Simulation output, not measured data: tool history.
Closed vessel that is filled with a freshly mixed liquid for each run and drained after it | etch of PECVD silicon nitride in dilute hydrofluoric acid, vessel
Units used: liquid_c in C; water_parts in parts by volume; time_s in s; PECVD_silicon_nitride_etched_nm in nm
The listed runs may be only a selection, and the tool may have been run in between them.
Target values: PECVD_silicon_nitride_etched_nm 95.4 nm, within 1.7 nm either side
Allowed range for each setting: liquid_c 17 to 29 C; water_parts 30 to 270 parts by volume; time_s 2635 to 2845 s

| run | hour | liquid_c | water_parts | time_s | PECVD_silicon_nitride_etched_nm |
|---|---|---|---|---|---|
| 1 | 0 | 21 | 150 | 2635 | 36.895 |
| 2 | 6.2 | 21 | 150 | 2635 | 37.103 |
| 3 | 9.8 | 21 | 150 | 2635 | 36.875 |
| 4 | 14.5 | 23 | 135 | 2635 | 46.955 |
| 5 | 19 | 24.5 | 125 | 2635 | 55.578 |
| 6 | 22.6 | 25.5 | 115 | 2635 | 64.395 |
| 7 | 25.5 | 25.5 | 115 | 2635 | 64.656 |
| 8 | 29.3 | 26.5 | 110 | 2635 | 72.469 |
| 9 | 35.8 | 27 | 105 | 2635 | 77.808 |
| 10 | 38.3 | 27.5 | 105 | 2635 | 80.494 |
| 11 | 42.4 | 29 | 90 | 2635 | 101.83 |
| 12 | 45 | 28.5 | 90 | 2635 | 99.877 |

Which of these 4 next moves meets every target?
| A | 47.6 | 26 | 80 | 2730 | ? |
| B | 47.6 | 29 | 100 | 2800 | ? |
| C | 47.6 | 26 | 80 | 2635 | ? |
| D | 47.6 | 28 | 95 | 2635 | ? |

| move | PECVD_silicon_nitride_etched_nm |
|---|---|
| A | 98.902 |
| B | 98.524 |
| C | 95.46 |
| D | 91.585 |
A: moves toward the targets from the last run without getting all of them in spec
B: moves toward the targets from the last run without getting all of them in spec
C: in spec on every target
D: pushes the last run's worst result past its target
Answer: C

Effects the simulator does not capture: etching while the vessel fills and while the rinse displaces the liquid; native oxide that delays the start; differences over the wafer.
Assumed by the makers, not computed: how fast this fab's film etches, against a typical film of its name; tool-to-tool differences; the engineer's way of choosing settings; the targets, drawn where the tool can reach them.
